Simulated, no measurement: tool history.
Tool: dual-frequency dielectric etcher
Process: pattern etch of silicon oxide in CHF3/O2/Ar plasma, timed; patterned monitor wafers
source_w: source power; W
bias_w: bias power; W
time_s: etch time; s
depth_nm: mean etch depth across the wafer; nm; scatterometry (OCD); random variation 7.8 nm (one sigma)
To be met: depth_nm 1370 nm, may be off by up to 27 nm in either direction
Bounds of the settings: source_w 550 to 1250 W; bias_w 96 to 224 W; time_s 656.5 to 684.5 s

Run 1, hour 0: source_w 900 W, bias_w 160 W, time_s 656.5 s. Result: depth_nm 1601.2 nm.
Run 2, hour 3.8: source_w 840 W, bias_w 157 W, time_s 656.5 s. Result: depth_nm 1498.7 nm.
Run 3, hour 12.6: source_w 840 W, bias_w 185 W, time_s 656.5 s. Result: depth_nm 1620.4 nm.
Run 4, hour 20.1: source_w 790 W, bias_w 184 W, time_s 656.5 s. Result: depth_nm 1559.9 nm.
Run 5, hour 25.9: source_w 950 W, bias_w 184 W, time_s 656.5 s. Result: depth_nm 1716.7 nm.
Run 6, hour 30.3: source_w 880 W, bias_w 182 W, time_s 656.5 s. Result: depth_nm 1666 nm.
Run 7, hour 33.2: source_w 830 W, bias_w 181 W, time_s 656.5 s. Result: depth_nm 1582.2 nm.
Run 8, hour 35.7: source_w 830 W, bias_w 181 W, time_s 656.5 s. Result: depth_nm 1585.8 nm.
Run 9, hour 40.6: source_w 790 W, bias_w 180 W, time_s 656.5 s. Result: depth_nm 1534 nm.
Run 10, hour 47.2: source_w 610 W, bias_w 174 W, time_s 656.5 s. Result: depth_nm 1247.6 nm.
Run 11, hour 55.3: source_w 630 W, bias_w 174 W, time_s 656.5 s. Result: depth_nm 1275.2 nm.
Run 12, hour 64.3: source_w 640 W, bias_w 174 W, time_s 656.5 s. Result: depth_nm 1289.7 nm.
Run 13, hour 72.5: source_w 650 W, bias_w 174 W, time_s 656.5 s. Result: depth_nm 1311.2 nm.
Run 14, hour 81.5: source_w 660 W, bias_w 174 W, time_s 656.5 s. Result: depth_nm 1322 nm.

Pick the move, out of 5, that brings all results within their allowed miss; only one does.
Run A, hour 90.5: source_w 590 W, bias_w 207 W, time_s 656.5 s. Result: depth_nm ?.
Run B, hour 90.5: source_w 670 W, bias_w 161 W, time_s 656.5 s. Result: depth_nm ?.
Run C, hour 90.5: source_w 610 W, bias_w 193 W, time_s 656.5 s. Result: depth_nm ?.
Run D, hour 90.5: source_w 650 W, bias_w 173 W, time_s 684.5 s. Result: depth_nm ?.
Run E, hour 90.5: source_w 610 W, bias_w 180 W, time_s 684.5 s. Result: depth_nm ?.

move  depth_nm
   A      1297
   B    1293.3
   C    1295.2
   D    1357.6
   E    1310.7
A: its largest miss is bigger than the last run's
B: its largest miss is bigger than the last run's
C: its largest miss is bigger than the last run's
D: in spec on every target
E: its largest miss is bigger than the last run's
Answer: D
